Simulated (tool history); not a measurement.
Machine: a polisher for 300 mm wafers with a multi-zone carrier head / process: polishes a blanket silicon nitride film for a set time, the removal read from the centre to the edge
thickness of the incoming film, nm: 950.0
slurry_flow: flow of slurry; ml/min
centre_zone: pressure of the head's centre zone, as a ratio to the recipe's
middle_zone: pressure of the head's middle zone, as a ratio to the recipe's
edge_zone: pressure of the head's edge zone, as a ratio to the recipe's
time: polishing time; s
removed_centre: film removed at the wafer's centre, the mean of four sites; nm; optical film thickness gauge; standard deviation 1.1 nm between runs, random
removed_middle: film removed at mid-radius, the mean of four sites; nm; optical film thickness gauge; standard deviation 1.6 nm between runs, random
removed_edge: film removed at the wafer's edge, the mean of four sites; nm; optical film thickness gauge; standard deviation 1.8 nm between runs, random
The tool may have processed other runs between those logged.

run  hour  slurry_flow  centre_zone  middle_zone  edge_zone  time  removed_centre  removed_middle  removed_edge
  1     0          290            1            1          1    52          145.53          141.49        142.27
  2     8          290            1            1          1    42          118.08          116.76        116.19
  3  12.2          290            1            1       0.95    42          118.66          119.05         110.5
  4  15.5          290            1            1       0.95    34          95.683          92.535        92.474
  5    20          255            1            1       0.95    34          91.173          93.135        88.418
       27  -- edge zone pressure recalibrated
  6    27          300         0.99         1.02          1    35          96.151          97.855        99.457
  7  30.7          330            1         1.03       1.03    36          101.14          104.45        103.23

Expected results for the next run?
  8  32.7          340            1         1.02       1.07    37               ?               ?             ?

{"run 8": {"removed_centre": 105.99, "removed_middle": 109.81, "removed_edge": 109.34}}
